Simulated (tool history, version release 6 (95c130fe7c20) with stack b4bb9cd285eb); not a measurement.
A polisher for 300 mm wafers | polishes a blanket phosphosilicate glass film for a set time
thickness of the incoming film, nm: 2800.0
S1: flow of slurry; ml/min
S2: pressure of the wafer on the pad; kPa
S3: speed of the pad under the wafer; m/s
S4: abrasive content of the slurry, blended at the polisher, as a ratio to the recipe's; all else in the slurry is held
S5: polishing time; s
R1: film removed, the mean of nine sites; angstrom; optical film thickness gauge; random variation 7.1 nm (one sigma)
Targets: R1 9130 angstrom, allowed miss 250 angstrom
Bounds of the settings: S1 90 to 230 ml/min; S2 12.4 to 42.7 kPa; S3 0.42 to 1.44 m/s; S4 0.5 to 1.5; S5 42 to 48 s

Run 1, hour 0: S1 150 ml/min, S2 27.6 kPa, S3 0.92 m/s, S4 1, S5 48 s. Result: R1 5350.3 angstrom.
Run 2, hour 6.8: S1 165 ml/min, S2 27.6 kPa, S3 0.92 m/s, S4 1, S5 48 s. Result: R1 5371.8 angstrom.
Run 3, hour 14: S1 165 ml/min, S2 27.6 kPa, S3 0.92 m/s, S4 0.85, S5 48 s. Result: R1 4916.5 angstrom.
Run 4, hour 17.3: S1 185 ml/min, S2 27.6 kPa, S3 0.92 m/s, S4 0.85, S5 48 s. Result: R1 5011.2 angstrom.
Run 5, hour 20: S1 185 ml/min, S2 32.4 kPa, S3 0.94 m/s, S4 0.85, S5 48 s. Result: R1 5805.2 angstrom.
Run 6, hour 25: S1 185 ml/min, S2 35.9 kPa, S3 1 m/s, S4 0.85, S5 48 s. Result: R1 6511.9 angstrom.
Run 7, hour 33.8: S1 185 ml/min, S2 37.9 kPa, S3 1.06 m/s, S4 0.85, S5 48 s. Result: R1 7175.3 angstrom.
Run 8, hour 34.7: S1 205 ml/min, S2 42.7 kPa, S3 1.16 m/s, S4 0.85, S5 48 s. Result: R1 8486.3 angstrom.
Run 9, hour 37.9: S1 205 ml/min, S2 42.7 kPa, S3 1.2 m/s, S4 0.85, S5 48 s. Result: R1 8755.6 angstrom.
Run 10, hour 40: S1 205 ml/min, S2 42.7 kPa, S3 1.2 m/s, S4 0.85, S5 48 s. Result: R1 8688.3 angstrom.
Run 11, hour 40.8: S1 205 ml/min, S2 42.7 kPa, S3 1.22 m/s, S4 0.85, S5 48 s. Result: R1 8849.3 angstrom.

4 next moves are on the table. One of them brings every result within its allowed miss. Which?
Run A, hour 41.6: S1 200 ml/min, S2 41.4 kPa, S3 1.08 m/s, S4 1.15, S5 45 s. Result: R1 ?.
Run B, hour 41.6: S1 220 ml/min, S2 42.7 kPa, S3 1.44 m/s, S4 0.85, S5 44 s. Result: R1 ?.
Run C, hour 41.6: S1 175 ml/min, S2 41.4 kPa, S3 1.26 m/s, S4 0.9, S5 47 s. Result: R1 ?.
Run D, hour 41.6: S1 230 ml/min, S2 42.7 kPa, S3 1.16 m/s, S4 1.1, S5 47 s. Result: R1 ?.

move      R1
   A  8598.9
   B  9053.4
   C  8590.5
   D  9654.3
A: further off than the last run
B: meets every target
C: further off than the last run
D: takes the result that was furthest off past its target
Move B is the one to make.
